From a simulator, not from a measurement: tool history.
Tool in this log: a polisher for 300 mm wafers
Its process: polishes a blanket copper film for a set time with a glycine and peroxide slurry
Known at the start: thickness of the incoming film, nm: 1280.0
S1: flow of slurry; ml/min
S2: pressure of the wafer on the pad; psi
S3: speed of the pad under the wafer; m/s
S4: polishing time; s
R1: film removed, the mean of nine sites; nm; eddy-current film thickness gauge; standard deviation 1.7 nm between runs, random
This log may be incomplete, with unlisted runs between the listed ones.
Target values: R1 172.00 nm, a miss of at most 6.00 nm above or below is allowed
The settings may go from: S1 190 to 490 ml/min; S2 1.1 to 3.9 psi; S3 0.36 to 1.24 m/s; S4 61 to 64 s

run 1 hour=0.0 | S1=315 S2=2.5 S3=0.80 S4=61 | R1=248.04
run 2 hour=4.7 | S1=245 S2=2.5 S3=0.80 S4=61 | R1=240.64
run 3 hour=7.6 | S1=245 S2=2.2 S3=0.80 S4=61 | R1=221.27
run 4 hour=8.9 | S1=245 S2=2.5 S3=0.80 S4=61 | R1=241.35
run 5 hour=15.3 | S1=280 S2=2.5 S3=0.80 S4=61 | R1=242.91
run 6 hour=17.7 | S1=340 S2=2.5 S3=0.80 S4=61 | R1=251.25
run 7 hour=26.4 | S1=335 S2=2.2 S3=0.80 S4=61 | R1=227.45
run 8 hour=32.7 | S1=335 S2=2.0 S3=0.80 S4=61 | R1=216.13
run 9 hour=40.0 | S1=330 S2=1.8 S3=0.80 S4=61 | R1=198.10
run 10 hour=41.6 | S1=325 S2=1.7 S3=0.80 S4=61 | R1=187.13

Which one of the following 5 next-run settings gets every result inside its allowed miss? There is exactly one.
run A hour=43.2 | S1=375 S2=1.5 S3=0.64 S4=61 | R1=?
run B hour=43.2 | S1=325 S2=1.4 S3=0.72 S4=61 | R1=?
run C hour=43.2 | S1=335 S2=1.2 S3=1.04 S4=63 | R1=?
run D hour=43.2 | S1=345 S2=1.5 S3=0.74 S4=63 | R1=?
run E hour=43.2 | S1=325 S2=1.2 S3=0.86 S4=61 | R1=?

move=A R1=154.53
move=B R1=156.25
move=C R1=182.24
move=D R1=171.65
move=E R1=157.48
A: moves the result that the last run missed by most past its target, out the other side
B: moves the result that the last run missed by most past its target, out the other side
C: nearer the targets than the last run, but a result is still out of spec
D: in spec on every target
E: moves the result that the last run missed by most past its target, out the other side
Answer: D

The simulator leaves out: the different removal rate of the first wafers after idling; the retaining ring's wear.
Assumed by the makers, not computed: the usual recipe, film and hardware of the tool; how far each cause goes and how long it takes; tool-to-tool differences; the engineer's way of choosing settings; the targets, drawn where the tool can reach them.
